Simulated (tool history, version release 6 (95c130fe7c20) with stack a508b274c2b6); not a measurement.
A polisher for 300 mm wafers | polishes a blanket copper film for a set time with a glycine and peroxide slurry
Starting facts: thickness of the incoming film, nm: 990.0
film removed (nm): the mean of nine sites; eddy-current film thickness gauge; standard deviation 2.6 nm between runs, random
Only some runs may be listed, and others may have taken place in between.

| run | day | flow of slurry (ml/min) | pressure of the wafer on the pad (psi) | speed of the pad under the wafer (m/s) | polishing time (s) | film removed (nm) |
|---|---|---|---|---|---|---|
| 1 | 0 | 305 | 1.8 | 1.08 | 105 | 372.89 |
| 2 | 0.025 | 305 | 1.8 | 1.08 | 110 | 385.55 |
| 3 | 0.283 | 305 | 1.8 | 1.08 | 110 | 391.1 |
| 4 | 0.604 | 305 | 1.8 | 1.08 | 105 | 374.29 |
| 5 | 0.729 | 305 | 1.7 | 1.08 | 105 | 361.85 |
| 6 | 0.846 | 305 | 1.9 | 1.08 | 105 | 389.36 |

What does the tool deliver on the next run?
| 7 | 1.058 | 305 | 1.7 | 1.08 | 105 | ? |

film removed (nm): 356.88
